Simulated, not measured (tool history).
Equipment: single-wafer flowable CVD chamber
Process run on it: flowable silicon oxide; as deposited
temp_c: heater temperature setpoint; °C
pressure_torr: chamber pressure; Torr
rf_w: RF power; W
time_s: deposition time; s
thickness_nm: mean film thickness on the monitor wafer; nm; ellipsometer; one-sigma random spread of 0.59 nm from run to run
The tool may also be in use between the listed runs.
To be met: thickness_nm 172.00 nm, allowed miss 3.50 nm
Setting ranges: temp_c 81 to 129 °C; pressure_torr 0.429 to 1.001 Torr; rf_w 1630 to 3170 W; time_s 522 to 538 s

run 1 hour=0.0 | temp_c=105 pressure_torr=0.715 rf_w=2400 time_s=522 | thickness_nm=219.52
run 2 hour=8.0 | temp_c=105 pressure_torr=0.715 rf_w=2260 time_s=522 | thickness_nm=216.81
run 3 hour=9.7 | temp_c=106 pressure_torr=0.715 rf_w=2260 time_s=522 | thickness_nm=208.70
run 4 hour=14.5 | temp_c=106 pressure_torr=0.826 rf_w=2260 time_s=522 | thickness_nm=240.35
run 5 hour=16.8 | temp_c=108 pressure_torr=0.826 rf_w=2260 time_s=522 | thickness_nm=223.79
run 6 hour=23.4 | temp_c=109 pressure_torr=0.826 rf_w=2260 time_s=522 | thickness_nm=214.73
run 7 hour=29.9 | temp_c=110 pressure_torr=0.826 rf_w=2260 time_s=522 | thickness_nm=208.70
run 8 hour=33.1 | temp_c=111 pressure_torr=0.826 rf_w=2260 time_s=522 | thickness_nm=202.83
run 9 hour=35.4 | temp_c=112 pressure_torr=0.826 rf_w=2260 time_s=522 | thickness_nm=195.89

Which one of the following 5 next-run settings gets every result inside its allowed miss? There is exactly one.
run A hour=37.7 | temp_c=110 pressure_torr=0.813 rf_w=2420 time_s=538 | thickness_nm=?
run B hour=37.7 | temp_c=113 pressure_torr=0.798 rf_w=2200 time_s=522 | thickness_nm=?
run C hour=37.7 | temp_c=118 pressure_torr=0.915 rf_w=1790 time_s=538 | thickness_nm=?
run D hour=37.7 | temp_c=111 pressure_torr=0.809 rf_w=2610 time_s=535 | thickness_nm=?
run E hour=37.7 | temp_c=110 pressure_torr=0.795 rf_w=2415 time_s=522 | thickness_nm=?

move=A thickness_nm=213.20
move=B thickness_nm=180.48
move=C thickness_nm=169.46
move=D thickness_nm=206.59
move=E thickness_nm=202.32
A: further off than the last run
B: closer than the last run, but not yet in spec
C: every result lands within tolerance
D: further off than the last run
E: further off than the last run
C meets every target.
